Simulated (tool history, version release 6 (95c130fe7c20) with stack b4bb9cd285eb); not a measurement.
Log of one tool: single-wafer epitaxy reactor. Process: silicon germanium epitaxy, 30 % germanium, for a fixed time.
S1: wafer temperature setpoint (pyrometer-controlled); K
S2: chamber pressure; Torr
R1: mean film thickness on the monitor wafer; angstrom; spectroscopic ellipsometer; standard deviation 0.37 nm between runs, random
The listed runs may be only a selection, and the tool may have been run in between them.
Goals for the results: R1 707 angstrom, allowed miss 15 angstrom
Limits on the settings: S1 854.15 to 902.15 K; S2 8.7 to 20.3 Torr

| run | hour | S1 | S2 | R1 |
|---|---|---|---|---|
| 1 | 0 | 878.15 | 14.5 | 582.79 |
| 2 | 3 | 878.15 | 16.6 | 626.24 |
| 3 | 9.7 | 879.15 | 16.6 | 633.54 |
| 4 | 11.6 | 880.15 | 16.6 | 649.21 |
| 5 | 13.3 | 891.15 | 16.6 | 808.93 |
| 6 | 18.7 | 891.15 | 14.9 | 770.83 |
| 7 | 27.1 | 890.15 | 14.9 | 751.51 |
| 8 | 30 | 889.15 | 14.9 | 742.1 |

Which one of the following 4 next-run settings gets every result inside its allowed miss? There is exactly one.
| A | 32.9 | 892.15 | 15.8 | ? |
| B | 32.9 | 896.15 | 13 | ? |
| C | 32.9 | 897.15 | 12.2 | ? |
| D | 32.9 | 881.15 | 19.2 | ? |

| move | R1 |
|---|---|
| A | 809.59 |
| B | 796.24 |
| C | 786.35 |
| D | 711.15 |
A: moves away from the targets compared with the last run
B: moves away from the targets compared with the last run
C: moves away from the targets compared with the last run
D: all results in spec
So the answer is move D, the one that meets all the targets.
